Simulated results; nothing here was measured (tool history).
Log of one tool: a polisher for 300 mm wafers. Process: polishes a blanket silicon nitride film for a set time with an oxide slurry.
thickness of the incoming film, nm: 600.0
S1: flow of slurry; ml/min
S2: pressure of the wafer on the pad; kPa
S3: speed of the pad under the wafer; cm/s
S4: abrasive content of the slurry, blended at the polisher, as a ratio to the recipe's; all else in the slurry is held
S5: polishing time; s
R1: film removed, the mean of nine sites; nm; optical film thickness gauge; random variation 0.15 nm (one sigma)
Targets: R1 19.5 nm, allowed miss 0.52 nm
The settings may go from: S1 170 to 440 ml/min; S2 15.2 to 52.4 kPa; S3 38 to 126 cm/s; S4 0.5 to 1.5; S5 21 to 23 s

Run 1, day 0: S1 280 ml/min, S2 33.8 kPa, S3 82 cm/s, S4 1, S5 23 s. Result: R1 16.097 nm.
Run 2, day 0.088: S1 280 ml/min, S2 33.8 kPa, S3 82 cm/s, S4 1, S5 21 s. Result: R1 14.767 nm.
Run 3, day 0.312: S1 280 ml/min, S2 33.8 kPa, S3 82 cm/s, S4 1, S5 23 s. Result: R1 16.061 nm.
Run 4, day 0.488: S1 285 ml/min, S2 35.2 kPa, S3 82 cm/s, S4 1, S5 23 s. Result: R1 16.825 nm.
Run 5, day 0.846: S1 295 ml/min, S2 35.9 kPa, S3 82 cm/s, S4 1, S5 23 s. Result: R1 17.326 nm.
Run 6, day 0.946: S1 295 ml/min, S2 35.9 kPa, S3 72 cm/s, S4 1, S5 23 s. Result: R1 15.298 nm.
Run 7, day 1.2: S1 300 ml/min, S2 37.9 kPa, S3 72 cm/s, S4 1, S5 23 s. Result: R1 16.404 nm.
Run 8, day 1.229: S1 305 ml/min, S2 39.3 kPa, S3 72 cm/s, S4 1, S5 23 s. Result: R1 16.641 nm.
Run 9, day 1.333: S1 305 ml/min, S2 40.7 kPa, S3 72 cm/s, S4 1, S5 23 s. Result: R1 17.546 nm.
Run 10, day 1.679: S1 310 ml/min, S2 41.4 kPa, S3 72 cm/s, S4 1, S5 23 s. Result: R1 17.84 nm.

Which of these 5 next moves meets every target?
Run A, day 2.025: S1 205 ml/min, S2 39.3 kPa, S3 88 cm/s, S4 1.25, S5 21 s. Result: R1 ?.
Run B, day 2.025: S1 290 ml/min, S2 40 kPa, S3 72 cm/s, S4 1.05, S5 21 s. Result: R1 ?.
Run C, day 2.025: S1 250 ml/min, S2 40 kPa, S3 72 cm/s, S4 1, S5 21 s. Result: R1 ?.
Run D, day 2.025: S1 345 ml/min, S2 41.4 kPa, S3 88 cm/s, S4 1, S5 23 s. Result: R1 ?.
Run E, day 2.025: S1 365 ml/min, S2 42.7 kPa, S3 64 cm/s, S4 0.95, S5 23 s. Result: R1 ?.

move      R1
   A  19.383
   B  15.862
   C   15.11
   D  20.742
   E  16.082
A: meets every target
B: further off than the last run
C: further off than the last run
D: takes the result that was furthest off past its target
E: further off than the last run
The right move is A.
